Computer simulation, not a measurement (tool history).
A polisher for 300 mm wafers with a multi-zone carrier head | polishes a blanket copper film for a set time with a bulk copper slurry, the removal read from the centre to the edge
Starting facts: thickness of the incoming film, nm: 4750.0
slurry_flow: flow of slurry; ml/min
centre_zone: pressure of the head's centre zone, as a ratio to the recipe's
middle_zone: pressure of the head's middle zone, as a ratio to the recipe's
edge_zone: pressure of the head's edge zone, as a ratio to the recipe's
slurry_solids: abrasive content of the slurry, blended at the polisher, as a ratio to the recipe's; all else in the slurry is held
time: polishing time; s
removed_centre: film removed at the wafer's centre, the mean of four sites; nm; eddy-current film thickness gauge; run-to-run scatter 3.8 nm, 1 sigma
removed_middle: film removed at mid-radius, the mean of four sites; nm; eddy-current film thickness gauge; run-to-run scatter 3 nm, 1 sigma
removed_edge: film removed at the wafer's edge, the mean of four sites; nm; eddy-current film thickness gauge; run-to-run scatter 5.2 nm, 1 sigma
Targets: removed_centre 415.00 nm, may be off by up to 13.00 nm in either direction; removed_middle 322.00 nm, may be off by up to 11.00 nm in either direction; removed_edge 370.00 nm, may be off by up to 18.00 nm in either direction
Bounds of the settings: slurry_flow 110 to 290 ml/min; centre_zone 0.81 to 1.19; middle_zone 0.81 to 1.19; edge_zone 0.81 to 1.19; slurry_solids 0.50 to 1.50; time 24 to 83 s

run 1 hour=0.0 | slurry_flow=185 centre_zone=1.00 middle_zone=1.00 edge_zone=1.00 slurry_solids=1.00 time=53 | removed_centre=614.90 removed_middle=638.01 removed_edge=617.93
run 2 hour=3.1 | slurry_flow=180 centre_zone=1.02 middle_zone=0.96 edge_zone=0.99 slurry_solids=0.90 time=49 | removed_centre=555.35 removed_middle=554.49 removed_edge=559.10
run 3 hour=5.7 | slurry_flow=180 centre_zone=1.05 middle_zone=0.93 edge_zone=0.98 slurry_solids=0.85 time=46 | removed_centre=534.07 removed_middle=501.22 removed_edge=506.11
run 4 hour=12.8 | slurry_flow=175 centre_zone=1.07 middle_zone=0.91 edge_zone=0.99 slurry_solids=0.80 time=44 | removed_centre=511.12 removed_middle=458.25 removed_edge=497.41
run 5 hour=20.7 | slurry_flow=220 centre_zone=1.07 middle_zone=0.91 edge_zone=0.99 slurry_solids=0.80 time=44 | removed_centre=530.92 removed_middle=464.81 removed_edge=509.83
run 6 hour=23.8 | slurry_flow=220 centre_zone=1.08 middle_zone=0.90 edge_zone=0.98 slurry_solids=0.75 time=42 | removed_centre=499.64 removed_middle=441.25 removed_edge=473.00
run 7 hour=28.7 | slurry_flow=220 centre_zone=1.09 middle_zone=0.88 edge_zone=0.97 slurry_solids=0.70 time=40 | removed_centre=488.27 removed_middle=414.36 removed_edge=429.29
run 8 hour=31.0 | slurry_flow=220 centre_zone=1.09 middle_zone=0.87 edge_zone=0.98 slurry_solids=0.65 time=39 | removed_centre=463.10 removed_middle=391.23 removed_edge=436.81
run 9 hour=38.2 | slurry_flow=215 centre_zone=1.10 middle_zone=0.86 edge_zone=0.97 slurry_solids=0.60 time=38 | removed_centre=450.76 removed_middle=375.31 removed_edge=419.73
run 10 hour=40.6 | slurry_flow=165 centre_zone=1.14 middle_zone=0.81 edge_zone=0.91 slurry_solids=0.50 time=35 | removed_centre=406.38 removed_middle=311.36 removed_edge=349.40

Consider the 5 candidate settings below. Which is the only one whose results all fall within their allowed miss of target?
run A hour=43.0 | slurry_flow=150 centre_zone=1.10 middle_zone=0.91 edge_zone=0.96 slurry_solids=0.50 time=35 | removed_centre=? removed_middle=? removed_edge=?
run B hour=43.0 | slurry_flow=170 centre_zone=1.09 middle_zone=0.86 edge_zone=1.04 slurry_solids=0.65 time=33 | removed_centre=? removed_middle=? removed_edge=?
run C hour=43.0 | slurry_flow=185 centre_zone=1.12 middle_zone=0.81 edge_zone=0.94 slurry_solids=0.50 time=36 | removed_centre=? removed_middle=? removed_edge=?
run D hour=43.0 | slurry_flow=155 centre_zone=1.15 middle_zone=0.94 edge_zone=0.81 slurry_solids=0.55 time=35 | removed_centre=? removed_middle=? removed_edge=?
run E hour=43.0 | slurry_flow=160 centre_zone=1.19 middle_zone=0.89 edge_zone=0.95 slurry_solids=0.55 time=36 | removed_centre=? removed_middle=? removed_edge=?

move=A removed_centre=387.43 removed_middle=335.64 removed_edge=355.55
move=B removed_centre=383.53 removed_middle=319.30 removed_edge=366.71
move=C removed_centre=420.19 removed_middle=323.71 removed_edge=371.00
move=D removed_centre=412.90 removed_middle=351.09 removed_edge=334.50
move=E removed_centre=441.89 removed_middle=346.64 removed_edge=371.41
A: the furthest-off result lands on target, but another misses its tolerance
B: the furthest-off result lands on target, but another misses its tolerance
C: in spec on every target
D: misses by more than the last run did
E: the furthest-off result lands on target, but another misses its tolerance
Move C is the one to make.
